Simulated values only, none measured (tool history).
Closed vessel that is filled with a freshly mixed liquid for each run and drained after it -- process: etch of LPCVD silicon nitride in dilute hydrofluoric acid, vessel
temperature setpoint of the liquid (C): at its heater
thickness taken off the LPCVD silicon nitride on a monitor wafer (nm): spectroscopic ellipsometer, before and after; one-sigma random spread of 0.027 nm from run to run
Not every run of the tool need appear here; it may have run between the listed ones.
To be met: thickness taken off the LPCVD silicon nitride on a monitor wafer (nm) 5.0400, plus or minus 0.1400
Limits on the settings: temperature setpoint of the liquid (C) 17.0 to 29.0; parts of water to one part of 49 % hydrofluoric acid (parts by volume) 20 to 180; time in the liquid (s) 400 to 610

| run | hour | temperature setpoint of the liquid (C) | parts of water to one part of 49 % hydrofluoric acid (parts by volume) | time in the liquid (s) | thickness taken off the LPCVD silicon nitride on a monitor wafer (nm) |
|---|---|---|---|---|---|
| 1 | 0.0 | 21.0 | 100 | 610 | 2.6499 |
| 2 | 7.8 | 21.0 | 85 | 610 | 3.1095 |
| 3 | 13.9 | 23.5 | 85 | 610 | 3.6665 |
| 4 | 16.8 | 25.0 | 85 | 610 | 4.0127 |
| 5 | 23.2 | 25.0 | 115 | 610 | 2.9931 |
| 6 | 29.5 | 23.0 | 115 | 610 | 2.6278 |
| 7 | 35.0 | 23.0 | 115 | 610 | 2.6075 |
| 8 | 38.4 | 25.0 | 105 | 610 | 3.2938 |
| 9 | 42.6 | 26.5 | 100 | 610 | 3.7706 |
| 10 | 50.7 | 27.5 | 95 | 610 | 4.2395 |
| 11 | 52.8 | 28.0 | 90 | 610 | 4.5828 |
| 12 | 59.8 | 28.5 | 90 | 610 | 4.7855 |
| 13 | 63.8 | 28.5 | 90 | 610 | 4.7950 |

Of the 4 settings listed for the next run, only one would bring every result within its allowed miss of target. Which one?
| A | 67.8 | 28.0 | 95 | 610 | ? |
| B | 67.8 | 29.0 | 95 | 575 | ? |
| C | 67.8 | 29.0 | 85 | 595 | ? |
| D | 67.8 | 28.5 | 65 | 400 | ? |

| move | thickness taken off the LPCVD silicon nitride on a monitor wafer (nm) |
|---|---|
| A | 4.4011 |
| B | 4.4213 |
| C | 5.1136 |
| D | 4.3485 |
A: further off than the last run
B: further off than the last run
C: in spec on every target
D: further off than the last run
The move that meets every target is C.

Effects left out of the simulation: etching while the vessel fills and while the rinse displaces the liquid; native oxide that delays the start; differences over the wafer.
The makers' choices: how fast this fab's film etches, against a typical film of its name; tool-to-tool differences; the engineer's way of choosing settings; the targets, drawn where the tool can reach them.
